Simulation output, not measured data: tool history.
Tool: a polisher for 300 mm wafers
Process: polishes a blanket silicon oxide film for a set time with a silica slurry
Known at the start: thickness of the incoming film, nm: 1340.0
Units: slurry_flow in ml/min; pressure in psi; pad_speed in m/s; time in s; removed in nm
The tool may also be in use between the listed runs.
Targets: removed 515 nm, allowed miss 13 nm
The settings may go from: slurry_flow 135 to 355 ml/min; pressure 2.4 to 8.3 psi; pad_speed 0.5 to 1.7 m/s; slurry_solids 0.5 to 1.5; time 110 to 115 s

run 1 hour=0 | slurry_flow=225 pressure=5.3 pad_speed=1.1 slurry_solids=1 time=110 | removed=388.19
run 2 hour=4.1 | slurry_flow=230 pressure=5.5 pad_speed=1.1 slurry_solids=1 time=110 | removed=396.96
run 3 hour=5.9 | slurry_flow=230 pressure=5.5 pad_speed=1 slurry_solids=1 time=110 | removed=377.85
run 4 hour=10.1 | slurry_flow=230 pressure=5.5 pad_speed=1 slurry_solids=1 time=110 | removed=376.48
run 5 hour=12.6 | slurry_flow=230 pressure=5.7 pad_speed=1 slurry_solids=1 time=110 | removed=389.83
run 6 hour=15 | slurry_flow=230 pressure=4.7 pad_speed=1 slurry_solids=1 time=110 | removed=318.1
run 7 hour=17 | slurry_flow=230 pressure=5 pad_speed=1 slurry_solids=1 time=110 | removed=340.64
run 8 hour=23.3 | slurry_flow=260 pressure=6.5 pad_speed=1.02 slurry_solids=1 time=110 | removed=453.08

4 next moves are on the table. One of them brings every result within its allowed miss. Which?
run A hour=29.6 | slurry_flow=270 pressure=7.7 pad_speed=0.9 slurry_solids=1.2 time=115 | removed=?
run B hour=29.6 | slurry_flow=250 pressure=6.9 pad_speed=1.12 slurry_solids=1.05 time=115 | removed=?
run C hour=29.6 | slurry_flow=225 pressure=7.3 pad_speed=0.92 slurry_solids=1.15 time=115 | removed=?
run D hour=29.6 | slurry_flow=250 pressure=6.6 pad_speed=1.22 slurry_solids=1.05 time=114 | removed=?

move=A removed=545.56
move=B removed=535.32
move=C removed=507.97
move=D removed=537.98
A: takes the result that was furthest off past its target
B: takes the result that was furthest off past its target
C: meets every target
D: takes the result that was furthest off past its target
The right move is C.

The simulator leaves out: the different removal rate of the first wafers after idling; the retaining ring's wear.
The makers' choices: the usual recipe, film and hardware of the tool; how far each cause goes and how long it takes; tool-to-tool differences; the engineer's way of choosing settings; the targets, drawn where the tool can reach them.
